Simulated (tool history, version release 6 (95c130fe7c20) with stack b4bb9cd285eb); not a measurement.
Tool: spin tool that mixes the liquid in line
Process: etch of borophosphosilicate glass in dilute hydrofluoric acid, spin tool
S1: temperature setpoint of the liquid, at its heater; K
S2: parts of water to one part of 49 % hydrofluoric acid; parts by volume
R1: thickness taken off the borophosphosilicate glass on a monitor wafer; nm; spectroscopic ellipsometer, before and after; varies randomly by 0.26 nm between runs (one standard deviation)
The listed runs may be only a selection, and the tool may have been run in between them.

run 1 hour=0 | S1=298.15 S2=125 time_under_the_liquid_(s)=15 | R1=11.243
run 2 hour=8.3 | S1=295.15 S2=125 time_under_the_liquid_(s)=15 | R1=10.005
run 3 hour=13.4 | S1=295.15 S2=125 time_under_the_liquid_(s)=15 | R1=10.013
run 4 hour=15.4 | S1=294.15 S2=125 time_under_the_liquid_(s)=15 | R1=9.6108
run 5 hour=18 | S1=294.15 S2=125 time_under_the_liquid_(s)=15 | R1=9.6954
run 6 hour=22.2 | S1=297.15 S2=105 time_under_the_liquid_(s)=15 | R1=13.098
run 7 hour=27.3 | S1=299.65 S2=90 time_under_the_liquid_(s)=15 | R1=17.421
run 8 hour=30.9 | S1=299.65 S2=90 time_under_the_liquid_(s)=15 | R1=17.193
run 9 hour=38.2 | S1=303.65 S2=55 time_under_the_liquid_(s)=15 | R1=34.817
run 10 hour=41.2 | S1=302.65 S2=55 time_under_the_liquid_(s)=15 | R1=33.893
run 11 hour=42.2 | S1=301.65 S2=55 time_under_the_liquid_(s)=15 | R1=32.219
run 12 hour=44.7 | S1=300.65 S2=55 time_under_the_liquid_(s)=15 | R1=30.578

What will run 13 give?
run 13 hour=53.2 | S1=300.15 S2=55 time_under_the_liquid_(s)=15 | R1=?

Run 13 yielded R1 30.118 nm.
